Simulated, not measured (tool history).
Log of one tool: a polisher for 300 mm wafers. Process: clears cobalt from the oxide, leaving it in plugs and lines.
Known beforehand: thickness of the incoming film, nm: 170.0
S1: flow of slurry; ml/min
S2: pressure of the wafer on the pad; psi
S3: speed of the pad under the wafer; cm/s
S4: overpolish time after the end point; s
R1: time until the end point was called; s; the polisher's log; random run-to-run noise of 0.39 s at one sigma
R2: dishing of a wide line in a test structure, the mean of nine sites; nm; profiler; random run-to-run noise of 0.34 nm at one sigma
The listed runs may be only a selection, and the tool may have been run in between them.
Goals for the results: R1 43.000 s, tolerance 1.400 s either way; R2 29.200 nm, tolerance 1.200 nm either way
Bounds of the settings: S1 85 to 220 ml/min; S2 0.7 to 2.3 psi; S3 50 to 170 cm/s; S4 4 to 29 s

{"run": 1, "hour": 0.0, "S1": 140, "S2": 1.5, "S3": 110, "S4": 15, "R1": 47.066, "R2": 35.005}
{"run": 2, "hour": 8.0, "S1": 110, "S2": 1.5, "S3": 110, "S4": 15, "R1": 50.113, "R2": 32.28}
{"run": 3, "hour": 11.0, "S1": 120, "S2": 1.5, "S3": 110, "S4": 13, "R1": 48.803, "R2": 30.483}
{"run": 4, "hour": 19.3, "S1": 130, "S2": 1.5, "S3": 110, "S4": 12, "R1": 48.124, "R2": 29.118}
{"run": 5, "hour": 27.2, "S1": 130, "S2": 1.5, "S3": 110, "S4": 6, "R1": 48.237, "R2": 16.648}
{"run": 6, "hour": 34.6, "S1": 95, "S2": 1.5, "S3": 110, "S4": 6, "R1": 51.633, "R2": 15.166}
{"run": 7, "hour": 40.6, "S1": 120, "S2": 1.5, "S3": 110, "S4": 7, "R1": 48.493, "R2": 18.559}
{"run": 8, "hour": 49.2, "S1": 140, "S2": 1.5, "S3": 110, "S4": 8, "R1": 47.553, "R2": 20.939}
{"run": 9, "hour": 51.8, "S1": 155, "S2": 1.5, "S3": 110, "S4": 9, "R1": 46.192, "R2": 23.201}
{"run": 10, "hour": 57.2, "S1": 165, "S2": 1.5, "S3": 110, "S4": 10, "R1": 46.042, "R2": 25.644}
{"run": 11, "hour": 63.9, "S1": 175, "S2": 1.5, "S3": 110, "S4": 10, "R1": 45.738, "R2": 25.906}
{"run": 12, "hour": 69.7, "S1": 180, "S2": 1.5, "S3": 110, "S4": 10, "R1": 44.649, "R2": 25.749}
{"run": 13, "hour": 76.0, "S1": 185, "S2": 1.5, "S3": 110, "S4": 10, "R1": 44.261, "R2": 26.023}
{"run": 14, "hour": 84.0, "S1": 190, "S2": 1.5, "S3": 110, "S4": 10, "R1": 44.259, "R2": 26.479}
{"run": 15, "hour": 91.2, "S1": 200, "S2": 1.5, "S3": 110, "S4": 12, "R1": 44.601, "R2": 30.731}

Which single option among these 5 for the next run brings every result within its allowed miss of target? Just one does.
{"run": "A", "hour": 98.4, "S1": 205, "S2": 1.5, "S3": 108, "S4": 10, "R1": "?", "R2": "?"}
{"run": "B", "hour": 98.4, "S1": 220, "S2": 1.8, "S3": 96, "S4": 10, "R1": "?", "R2": "?"}
{"run": "C", "hour": 98.4, "S1": 195, "S2": 1.1, "S3": 146, "S4": 11, "R1": "?", "R2": "?"}
{"run": "D", "hour": 98.4, "S1": 210, "S2": 1.4, "S3": 120, "S4": 13, "R1": "?", "R2": "?"}
{"run": "E", "hour": 98.4, "S1": 220, "S2": 1.7, "S3": 110, "S4": 10, "R1": "?", "R2": "?"}

move=A R1=44.887 R2=26.568
move=B R1=42.732 R2=27.609
move=C R1=43.335 R2=29.394
move=D R1=42.776 R2=33.594
move=E R1=39.331 R2=29.421
A: takes the result that was furthest off past its target
B: takes the result that was furthest off past its target
C: each result inside its tolerance
D: the biggest miss grows against the last run
E: meets the target for the result that was furthest off, but another lies outside its allowed miss
Move C is the one to make.
